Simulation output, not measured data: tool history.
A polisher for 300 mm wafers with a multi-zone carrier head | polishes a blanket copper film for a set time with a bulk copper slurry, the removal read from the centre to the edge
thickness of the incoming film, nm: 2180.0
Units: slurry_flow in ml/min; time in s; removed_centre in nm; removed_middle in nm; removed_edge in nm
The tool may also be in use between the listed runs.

| run | hour | slurry_flow | centre_zone | middle_zone | edge_zone | slurry_solids | time | removed_centre | removed_middle | removed_edge |
|---|---|---|---|---|---|---|---|---|---|---|
| 1 | 0 | 150 | 1 | 1 | 1 | 1 | 60 | 430.73 | 451.24 | 440.69 |
| 2 | 3.1 | 140 | 0.96 | 0.97 | 0.99 | 0.9 | 57 | 369.79 | 393.23 | 398.32 |
| 3 | 8.1 | 140 | 0.96 | 0.97 | 0.99 | 0.9 | 71 | 472.61 | 491.51 | 491.53 |
| 4 | 16.4 | 140 | 0.96 | 0.97 | 0.94 | 0.9 | 71 | 462.68 | 490.27 | 482.68 |
| 5 | 21 | 140 | 0.96 | 0.97 | 1.02 | 0.9 | 71 | 468.05 | 489.59 | 499.55 |
| 6 | 29.3 | 130 | 0.93 | 0.95 | 1 | 0.8 | 67 | 407.28 | 430.61 | 450.1 |
| 7 | 32 | 125 | 0.91 | 0.93 | 0.98 | 0.75 | 63 | 361.36 | 389.8 | 399.85 |
| 8 | 37.5 | 120 | 0.89 | 0.91 | 0.99 | 0.7 | 60 | 326.91 | 348.2 | 377.76 |
| 9 | 38.3 | 115 | 0.87 | 0.9 | 0.98 | 0.65 | 58 | 295.2 | 318.52 | 348.69 |
| 10 | 44.5 | 110 | 0.86 | 0.89 | 0.97 | 0.6 | 57 | 272.83 | 300.97 | 325.39 |
| 11 | 49.7 | 105 | 0.85 | 0.88 | 0.96 | 0.6 | 57 | 266.67 | 296.3 | 323.8 |

Forecast run 12:
| 12 | 54.1 | 95 | 0.81 | 0.82 | 0.91 | 0.5 | 52 | ? | ? | ? |

Run 12 gave removed_centre 209.97 nm, removed_middle 231.16 nm, removed_edge 261.51 nm.
